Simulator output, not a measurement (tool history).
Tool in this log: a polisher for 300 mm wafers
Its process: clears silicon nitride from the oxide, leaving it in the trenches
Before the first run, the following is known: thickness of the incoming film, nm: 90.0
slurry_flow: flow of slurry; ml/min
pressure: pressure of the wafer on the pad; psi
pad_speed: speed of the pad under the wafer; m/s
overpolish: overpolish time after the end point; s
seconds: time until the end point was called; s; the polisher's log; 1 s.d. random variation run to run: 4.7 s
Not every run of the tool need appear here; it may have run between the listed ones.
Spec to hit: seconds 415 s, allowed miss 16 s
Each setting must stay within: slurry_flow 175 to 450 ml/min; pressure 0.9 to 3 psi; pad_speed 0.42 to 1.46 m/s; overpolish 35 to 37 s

{"run": 1, "hour": 0.0, "slurry_flow": 290, "pressure": 1.9, "pad_speed": 0.94, "overpolish": 35, "seconds": 163.67}
{"run": 2, "hour": 4.1, "slurry_flow": 290, "pressure": 1.9, "pad_speed": 0.94, "overpolish": 37, "seconds": 168.48}
{"run": 3, "hour": 13.0, "slurry_flow": 290, "pressure": 1.7, "pad_speed": 0.94, "overpolish": 37, "seconds": 185.72}
{"run": 4, "hour": 16.4, "slurry_flow": 290, "pressure": 1.6, "pad_speed": 0.9, "overpolish": 37, "seconds": 208.21}
{"run": 5, "hour": 24.3, "slurry_flow": 290, "pressure": 1.8, "pad_speed": 0.9, "overpolish": 37, "seconds": 184.64}
{"run": 6, "hour": 32.1, "slurry_flow": 290, "pressure": 1.4, "pad_speed": 0.9, "overpolish": 37, "seconds": 233.87}
{"run": 7, "hour": 36.5, "slurry_flow": 290, "pressure": 1.3, "pad_speed": 0.88, "overpolish": 37, "seconds": 252.77}
{"run": 8, "hour": 44.3, "slurry_flow": 290, "pressure": 1.3, "pad_speed": 0.86, "overpolish": 37, "seconds": 262.52}
{"run": 9, "hour": 52.7, "slurry_flow": 290, "pressure": 1.3, "pad_speed": 0.86, "overpolish": 37, "seconds": 258.55}
{"run": 10, "hour": 60.1, "slurry_flow": 290, "pressure": 1.3, "pad_speed": 0.84, "overpolish": 37, "seconds": 266.93}
{"run": 11, "hour": 68.7, "slurry_flow": 290, "pressure": 1.3, "pad_speed": 0.82, "overpolish": 37, "seconds": 272.63}
{"run": 12, "hour": 76.4, "slurry_flow": 290, "pressure": 1.3, "pad_speed": 0.8, "overpolish": 37, "seconds": 279.21}
{"run": 13, "hour": 84.0, "slurry_flow": 290, "pressure": 1.3, "pad_speed": 0.78, "overpolish": 37, "seconds": 287.54}
{"run": 14, "hour": 92.7, "slurry_flow": 285, "pressure": 0.9, "pad_speed": 0.62, "overpolish": 37, "seconds": 512.87}
{"run": 15, "hour": 93.7, "slurry_flow": 290, "pressure": 0.9, "pad_speed": 0.62, "overpolish": 37, "seconds": 508.32}

Below are 4 possible settings for the next run. Only one of them brings all results inside the allowed miss of their targets. Which is it?
{"run": "A", "hour": 94.7, "slurry_flow": 325, "pressure": 0.9, "pad_speed": 0.68, "overpolish": 37, "seconds": "?"}
{"run": "B", "hour": 94.7, "slurry_flow": 270, "pressure": 1.3, "pad_speed": 0.54, "overpolish": 35, "seconds": "?"}
{"run": "C", "hour": 94.7, "slurry_flow": 180, "pressure": 1.3, "pad_speed": 0.52, "overpolish": 37, "seconds": "?"}
{"run": "D", "hour": 94.7, "slurry_flow": 275, "pressure": 0.9, "pad_speed": 0.7, "overpolish": 37, "seconds": "?"}

move=A seconds=454.56
move=B seconds=406.14
move=C seconds=438.16
move=D seconds=448.52
A: gains on the last run, yet a result remains outside its allowed miss
B: in spec on every target
C: gains on the last run, yet a result remains outside its allowed miss
D: gains on the last run, yet a result remains outside its allowed miss
Answer: B
